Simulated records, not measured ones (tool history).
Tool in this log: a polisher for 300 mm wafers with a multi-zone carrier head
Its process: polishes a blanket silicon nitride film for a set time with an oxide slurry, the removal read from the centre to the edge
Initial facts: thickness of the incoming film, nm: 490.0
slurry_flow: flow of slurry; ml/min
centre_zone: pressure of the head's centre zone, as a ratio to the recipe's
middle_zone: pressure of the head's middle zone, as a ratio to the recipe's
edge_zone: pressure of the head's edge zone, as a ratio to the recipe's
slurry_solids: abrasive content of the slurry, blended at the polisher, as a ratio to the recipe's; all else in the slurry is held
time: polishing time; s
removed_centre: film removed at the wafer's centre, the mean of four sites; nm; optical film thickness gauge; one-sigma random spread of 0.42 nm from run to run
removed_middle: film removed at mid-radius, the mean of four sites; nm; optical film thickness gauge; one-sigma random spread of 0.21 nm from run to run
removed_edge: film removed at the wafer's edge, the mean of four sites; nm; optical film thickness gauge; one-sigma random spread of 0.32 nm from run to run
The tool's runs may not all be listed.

{"run": 1, "hour": 0.0, "slurry_flow": 295, "centre_zone": 1, "middle_zone": 1, "edge_zone": 1, "slurry_solids": 1, "time": 40, "removed_centre": 33.916, "removed_middle": 33.87, "removed_edge": 33.65}
{"run": 2, "hour": 5.2, "slurry_flow": 295, "centre_zone": 1, "middle_zone": 1, "edge_zone": 0.93, "slurry_solids": 1, "time": 40, "removed_centre": 33.518, "removed_middle": 33.798, "removed_edge": 32.776}
{"run": 3, "hour": 9.8, "slurry_flow": 295, "centre_zone": 1, "middle_zone": 0.96, "edge_zone": 0.93, "slurry_solids": 1, "time": 40, "removed_centre": 34.395, "removed_middle": 33.08, "removed_edge": 33.105}
{"run": 4, "hour": 12.6, "slurry_flow": 290, "centre_zone": 1, "middle_zone": 0.94, "edge_zone": 0.93, "slurry_solids": 0.95, "time": 40, "removed_centre": 33.136, "removed_middle": 31.725, "removed_edge": 31.986}
{"run": 5, "hour": 20.0, "slurry_flow": 290, "centre_zone": 0.95, "middle_zone": 0.94, "edge_zone": 0.93, "slurry_solids": 0.95, "time": 40, "removed_centre": 32.094, "removed_middle": 31.766, "removed_edge": 32.23}
{"run": 6, "hour": 21.8, "slurry_flow": 290, "centre_zone": 1.04, "middle_zone": 0.94, "edge_zone": 0.93, "slurry_solids": 0.95, "time": 40, "removed_centre": 34.554, "removed_middle": 31.404, "removed_edge": 32.751}
{"run": 7, "hour": 25.4, "slurry_flow": 290, "centre_zone": 1.04, "middle_zone": 0.93, "edge_zone": 0.92, "slurry_solids": 0.9, "time": 40, "removed_centre": 34.27, "removed_middle": 30.302, "removed_edge": 31.032}
{"hour": 28.6, "done": "worn pad replaced by a new one"}
{"run": 8, "hour": 28.6, "slurry_flow": 285, "centre_zone": 1.03, "middle_zone": 0.91, "edge_zone": 0.93, "slurry_solids": 0.85, "time": 40, "removed_centre": 34.776, "removed_middle": 30.764, "removed_edge": 32.76}
{"run": 9, "hour": 35.0, "slurry_flow": 285, "centre_zone": 1.03, "middle_zone": 0.91, "edge_zone": 0.93, "slurry_solids": 0.85, "time": 40, "removed_centre": 34.877, "removed_middle": 30.874, "removed_edge": 31.909}
{"run": 10, "hour": 38.3, "slurry_flow": 285, "centre_zone": 1.03, "middle_zone": 0.9, "edge_zone": 0.94, "slurry_solids": 0.85, "time": 39, "removed_centre": 33.709, "removed_middle": 29.584, "removed_edge": 31.722}

Run 11 is up next; what results do you expect?
{"run": 11, "hour": 40.8, "slurry_flow": 285, "centre_zone": 1.03, "middle_zone": 0.89, "edge_zone": 0.94, "slurry_solids": 0.8, "time": 39, "removed_centre": "?", "removed_middle": "?", "removed_edge": "?"}

removed_centre: 33.835 nm
removed_middle: 28.719 nm
removed_edge: 30.575 nm
